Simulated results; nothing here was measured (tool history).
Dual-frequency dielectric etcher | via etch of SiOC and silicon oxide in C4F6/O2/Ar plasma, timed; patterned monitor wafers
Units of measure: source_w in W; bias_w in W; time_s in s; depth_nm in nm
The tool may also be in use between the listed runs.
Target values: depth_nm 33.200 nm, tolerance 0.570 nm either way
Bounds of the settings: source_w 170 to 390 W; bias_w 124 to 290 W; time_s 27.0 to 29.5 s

run,hour,source_w,bias_w,time_s,depth_nm
1,0.0,280,207,29.5,29.440
2,8.4,300,207,29.5,30.666
3,12.4,270,207,29.5,28.996
4,18.1,270,207,27.0,26.496
5,26.0,290,207,27.0,27.533
6,27.1,320,215,27.0,28.590
7,35.9,340,227,28.0,30.920
8,42.0,350,231,28.0,31.315
9,45.0,360,235,28.0,31.888
10,49.3,370,238,28.0,32.197

Exercise: of the 5 proposed moves below, exactly one satisfies all targets within the stated allowed misses. Which move is it?
A,53.6,390,276,28.5,?
B,53.6,390,225,27.0,?
C,53.6,390,240,29.5,?
D,53.6,360,261,28.5,?
E,53.6,350,251,27.5,?

move,depth_nm
A,34.376
B,31.187
C,34.528
D,32.839
E,31.050
A: takes the result that was furthest off past its target
B: further off than the last run
C: takes the result that was furthest off past its target
D: hits every target within its allowed miss
E: further off than the last run
D is the move that brings every result within its allowed miss.

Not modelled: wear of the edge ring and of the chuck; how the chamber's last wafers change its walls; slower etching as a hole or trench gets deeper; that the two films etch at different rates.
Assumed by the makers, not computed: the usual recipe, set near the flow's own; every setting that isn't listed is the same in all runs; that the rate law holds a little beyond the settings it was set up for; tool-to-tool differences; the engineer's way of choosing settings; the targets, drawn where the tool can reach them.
